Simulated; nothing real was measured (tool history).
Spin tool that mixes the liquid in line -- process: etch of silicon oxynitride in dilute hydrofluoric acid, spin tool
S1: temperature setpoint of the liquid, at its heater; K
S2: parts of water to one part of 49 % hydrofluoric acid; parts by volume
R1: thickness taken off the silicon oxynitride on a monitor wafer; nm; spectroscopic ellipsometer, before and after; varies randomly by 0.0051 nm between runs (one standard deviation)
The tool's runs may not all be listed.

Run 1, hour 0: S1 298.15 K, S2 80 parts by volume, time under the liquid (s) 85. Result: R1 1.8829 nm.
Run 2, hour 3.3: S1 300.65 K, S2 80 parts by volume, time under the liquid (s) 85. Result: R1 2.1081 nm.
Run 3, hour 4.6: S1 300.65 K, S2 100 parts by volume, time under the liquid (s) 85. Result: R1 1.6419 nm.
Run 4, hour 5.6: S1 300.65 K, S2 80 parts by volume, time under the liquid (s) 85. Result: R1 2.0978 nm.
Run 5, hour 7: S1 297.65 K, S2 80 parts by volume, time under the liquid (s) 85. Result: R1 1.8381 nm.
Run 6, hour 11.5: S1 297.65 K, S2 95 parts by volume, time under the liquid (s) 85. Result: R1 1.5288 nm.
Run 7, hour 12.9: S1 295.65 K, S2 100 parts by volume, time under the liquid (s) 85. Result: R1 1.3188 nm.
Run 8, hour 20.8: S1 295.65 K, S2 100 parts by volume, time under the liquid (s) 85. Result: R1 1.3215 nm.

Forecast run 9:
Run 9, hour 29.3: S1 294.15 K, S2 105 parts by volume, time under the liquid (s) 85. Result: R1 ?.

For run 9 the tool returned R1 1.1573 nm.
